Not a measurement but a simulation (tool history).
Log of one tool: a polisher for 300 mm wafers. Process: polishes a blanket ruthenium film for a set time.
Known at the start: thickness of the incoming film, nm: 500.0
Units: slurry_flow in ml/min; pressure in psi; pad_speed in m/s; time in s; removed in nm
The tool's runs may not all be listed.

| run | day | slurry_flow | pressure | pad_speed | time | removed |
|---|---|---|---|---|---|---|
| 1 | 0 | 170 | 1.3 | 0.94 | 26 | 16.55 |
| 2 | 0.217 | 170 | 1.3 | 0.94 | 26 | 16.332 |
| 3 | 0.238 | 170 | 1.2 | 0.92 | 26 | 14.811 |
| 4 | 0.433 | 170 | 1.2 | 0.92 | 26 | 15.02 |
| 5 | 0.792 | 170 | 1.1 | 0.9 | 26 | 13.437 |
| 6 | 0.912 | 200 | 1.1 | 0.9 | 26 | 13.697 |
| 7 | 1.183 | 200 | 1 | 0.88 | 26 | 12.453 |
| 8 | 1.258 | 200 | 0.9 | 0.88 | 26 | 11.178 |
| 9 | 1.517 | 200 | 0.8 | 0.88 | 26 | 9.9012 |
| 10 | 1.846 | 195 | 0.8 | 0.88 | 26 | 10.098 |

The next listed run, before its measurement:
| 11 | 2.167 | 190 | 0.8 | 0.88 | 26 | ? |

Run 11 gave removed 9.8575 nm.
